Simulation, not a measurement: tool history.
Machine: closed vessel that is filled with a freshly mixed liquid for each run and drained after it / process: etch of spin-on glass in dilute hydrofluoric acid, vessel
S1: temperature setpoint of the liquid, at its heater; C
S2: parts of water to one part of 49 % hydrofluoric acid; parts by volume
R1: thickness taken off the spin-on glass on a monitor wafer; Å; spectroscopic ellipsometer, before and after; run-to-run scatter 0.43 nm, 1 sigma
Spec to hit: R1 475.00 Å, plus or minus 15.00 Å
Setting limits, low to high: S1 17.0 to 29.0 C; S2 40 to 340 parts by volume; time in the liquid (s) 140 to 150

run 1 day=0.000 | S1=21.0 S2=190 time_in_the_liquid_(s)=140 | R1=226.41
run 2 day=0.129 | S1=23.0 S2=170 time_in_the_liquid_(s)=140 | R1=280.09
run 3 day=0.462 | S1=23.0 S2=170 time_in_the_liquid_(s)=140 | R1=282.85
run 4 day=0.742 | S1=24.5 S2=160 time_in_the_liquid_(s)=140 | R1=327.16
run 5 day=0.929 | S1=24.5 S2=130 time_in_the_liquid_(s)=140 | R1=405.39
run 6 day=1.200 | S1=24.5 S2=65 time_in_the_liquid_(s)=140 | R1=883.89
run 7 day=1.296 | S1=23.5 S2=80 time_in_the_liquid_(s)=140 | R1=682.72
run 8 day=1.446 | S1=22.0 S2=85 time_in_the_liquid_(s)=140 | R1=584.85
run 9 day=1.550 | S1=21.0 S2=85 time_in_the_liquid_(s)=140 | R1=568.76
run 10 day=1.788 | S1=20.0 S2=85 time_in_the_liquid_(s)=140 | R1=537.55
run 11 day=2.071 | S1=19.5 S2=85 time_in_the_liquid_(s)=140 | R1=544.31
run 12 day=2.196 | S1=19.0 S2=85 time_in_the_liquid_(s)=140 | R1=525.38
run 13 day=2.279 | S1=18.5 S2=85 time_in_the_liquid_(s)=140 | R1=509.04
run 14 day=2.358 | S1=18.0 S2=85 time_in_the_liquid_(s)=140 | R1=506.27
run 15 day=2.708 | S1=17.5 S2=85 time_in_the_liquid_(s)=140 | R1=490.79
run 16 day=3.025 | S1=17.0 S2=90 time_in_the_liquid_(s)=140 | R1=457.89

Of the 5 settings listed for the next run, only one would bring every result within its allowed miss of target. Which one?
run A day=3.342 | S1=17.0 S2=90 time_in_the_liquid_(s)=145 | R1=?
run B day=3.342 | S1=17.0 S2=95 time_in_the_liquid_(s)=145 | R1=?
run C day=3.342 | S1=17.0 S2=100 time_in_the_liquid_(s)=150 | R1=?
run D day=3.342 | S1=18.0 S2=85 time_in_the_liquid_(s)=140 | R1=?
run E day=3.342 | S1=17.0 S2=95 time_in_the_liquid_(s)=140 | R1=?

move=A R1=466.80
move=B R1=439.92
move=C R1=430.08
move=D R1=500.52
move=E R1=424.75
A: all results in spec
B: moves away from the targets compared with the last run
C: moves away from the targets compared with the last run
D: takes the result that was furthest off past its target
E: moves away from the targets compared with the last run
Correct choice: A, which meets every target

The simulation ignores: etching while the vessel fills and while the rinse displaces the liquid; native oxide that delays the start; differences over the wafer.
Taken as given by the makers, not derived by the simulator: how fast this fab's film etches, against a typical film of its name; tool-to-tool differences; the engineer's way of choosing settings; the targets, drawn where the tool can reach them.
